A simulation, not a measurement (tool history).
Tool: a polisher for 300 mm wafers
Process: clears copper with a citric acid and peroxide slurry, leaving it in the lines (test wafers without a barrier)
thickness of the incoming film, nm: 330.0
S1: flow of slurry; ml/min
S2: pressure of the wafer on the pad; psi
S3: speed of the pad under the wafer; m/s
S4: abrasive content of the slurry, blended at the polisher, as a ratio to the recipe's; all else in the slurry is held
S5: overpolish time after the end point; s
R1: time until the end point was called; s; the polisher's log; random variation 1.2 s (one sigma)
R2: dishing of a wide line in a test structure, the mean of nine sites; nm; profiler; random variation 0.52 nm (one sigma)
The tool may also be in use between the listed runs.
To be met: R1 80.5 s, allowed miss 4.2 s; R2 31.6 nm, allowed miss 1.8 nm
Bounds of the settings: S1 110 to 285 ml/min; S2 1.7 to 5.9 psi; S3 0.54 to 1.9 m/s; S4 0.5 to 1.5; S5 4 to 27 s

| run | hour | S1 | S2 | S3 | S4 | S5 | R1 | R2 |
|---|---|---|---|---|---|---|---|---|
| 1 | 0 | 180 | 3.8 | 1.22 | 1 | 14 | 111.63 | 34.649 |
| 2 | 5.8 | 135 | 3.8 | 1.22 | 1 | 14 | 116.03 | 33.815 |
| 3 | 14.4 | 135 | 3.3 | 1.22 | 1 | 14 | 136.57 | 28.987 |
| 4 | 21.4 | 135 | 3.3 | 1.22 | 1 | 9 | 138.02 | 19.083 |
| 5 | 28.8 | 140 | 3.6 | 1.22 | 1 | 9 | 124.38 | 21.254 |
| 6 | 32.8 | 140 | 3.6 | 1.46 | 1 | 9 | 104.93 | 24.507 |
| 7 | 36.4 | 145 | 3.7 | 1.46 | 1 | 9 | 101.19 | 26.029 |
| 8 | 43.4 | 195 | 4.5 | 1.48 | 1 | 8 | 77.838 | 28.415 |

4 next moves are on the table. One of them brings every result within its allowed miss. Which?
| A | 50.4 | 200 | 4.8 | 1.2 | 1.25 | 7 | ? | ? |
| B | 50.4 | 210 | 4.7 | 1.44 | 0.95 | 7 | ? | ? |
| C | 50.4 | 260 | 4.5 | 1.4 | 0.95 | 9 | ? | ? |
| D | 50.4 | 155 | 5.2 | 1.34 | 0.85 | 8 | ? | ? |

| move | R1 | R2 |
|---|---|---|
| A | 83.137 | 23.844 |
| B | 77.676 | 25.412 |
| C | 81.073 | 30.855 |
| D | 81.972 | 27.445 |
A: further off than the last run
B: further off than the last run
C: meets every target
D: further off than the last run
Move C is the one to make.
